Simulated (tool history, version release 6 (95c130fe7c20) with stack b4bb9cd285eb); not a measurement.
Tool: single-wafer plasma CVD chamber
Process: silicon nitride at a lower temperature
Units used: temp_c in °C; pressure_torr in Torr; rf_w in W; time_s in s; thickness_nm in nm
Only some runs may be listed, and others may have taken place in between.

run	hour	temp_c	pressure_torr	rf_w	time_s	thickness_nm
1	0	365	1.97	235	12.2	12.844
2	1.3	365	2.08	240	12.2	13.352
3	9.1	365	2.18	245	12.2	13.714
4	16.9	365	2.27	250	12.2	14.121
5	22.1	365	2.34	255	12.2	14.504
6	24.1	360	2.34	255	12.2	14.375
7	25.2	360	2.41	255	12.2	14.501

Expected results for the next run?
8	26.3	360	2.47	255	12.2	?

For run 8 the tool returned thickness_nm 14.507 nm.
